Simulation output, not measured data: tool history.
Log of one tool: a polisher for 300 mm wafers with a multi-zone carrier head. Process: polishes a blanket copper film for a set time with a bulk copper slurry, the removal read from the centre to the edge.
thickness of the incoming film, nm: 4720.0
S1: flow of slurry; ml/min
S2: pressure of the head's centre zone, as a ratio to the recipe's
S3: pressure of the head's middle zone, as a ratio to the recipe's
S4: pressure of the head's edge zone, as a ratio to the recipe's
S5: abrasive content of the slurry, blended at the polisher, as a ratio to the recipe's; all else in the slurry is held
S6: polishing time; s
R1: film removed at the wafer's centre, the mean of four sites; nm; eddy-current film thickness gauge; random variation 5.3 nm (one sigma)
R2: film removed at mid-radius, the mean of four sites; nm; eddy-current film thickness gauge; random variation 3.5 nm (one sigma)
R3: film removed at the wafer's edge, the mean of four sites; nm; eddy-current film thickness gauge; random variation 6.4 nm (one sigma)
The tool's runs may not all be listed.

Run 1, hour 0.0: S1 300 ml/min, S2 1.00, S3 1.00, S4 1.00, S5 1.00, S6 52 s. Result: R1 642.18 nm, R2 610.12 nm, R3 576.71 nm.
Run 2, hour 1.4: S1 300 ml/min, S2 1.03, S3 1.00, S4 1.00, S5 1.00, S6 52 s. Result: R1 656.82 nm, R2 612.90 nm, R3 583.68 nm.
Run 3, hour 7.3: S1 330 ml/min, S2 1.03, S3 1.00, S4 1.00, S5 1.00, S6 52 s. Result: R1 665.66 nm, R2 617.93 nm, R3 578.90 nm.
Run 4, hour 12.7: S1 320 ml/min, S2 0.97, S3 0.98, S4 0.99, S5 0.95, S6 52 s. Result: R1 612.99 nm, R2 603.03 nm, R3 586.31 nm.
Run 5, hour 14.7: S1 320 ml/min, S2 0.97, S3 0.98, S4 0.99, S5 0.95, S6 41 s. Result: R1 480.48 nm, R2 472.09 nm, R3 458.24 nm.
At hour 23.7: centre zone pressure recalibrated.
Run 6, hour 23.7: S1 360 ml/min, S2 0.97, S3 0.98, S4 0.99, S5 0.95, S6 41 s. Result: R1 469.07 nm, R2 480.07 nm, R3 452.01 nm.
Run 7, hour 28.0: S1 345 ml/min, S2 0.96, S3 0.99, S4 1.03, S5 1.10, S6 42 s. Result: R1 490.30 nm, R2 512.20 nm, R3 494.26 nm.

Forecast run 8:
Run 8, hour 31.0: S1 340 ml/min, S2 0.97, S3 1.00, S4 1.06, S5 1.15, S6 42 s. Result: R1 ?, R2 ?, R3 ?.

R1: 494.84 nm
R2: 519.78 nm
R3: 504.81 nm
